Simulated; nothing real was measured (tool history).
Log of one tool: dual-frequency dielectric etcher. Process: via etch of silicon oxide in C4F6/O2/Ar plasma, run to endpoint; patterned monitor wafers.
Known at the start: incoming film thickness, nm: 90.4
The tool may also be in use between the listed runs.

run,hour,bias power (W),source power (W),Ar flow (sccm),endpoint time (s)
1,0,470,270,284,25.393
2,7.7,513,280,282,23.898
3,10,536,280,281,23.105
4,15.6,548,280,281,23.127
5,18.4,548,280,327,23.801
6,24.1,548,280,304,23.563
7,27.7,567,280,303,22.916

Run 8 comes next. What will it give?
8,31.4,578,280,303,?

Run 8 gave endpoint time (s) 22.839.
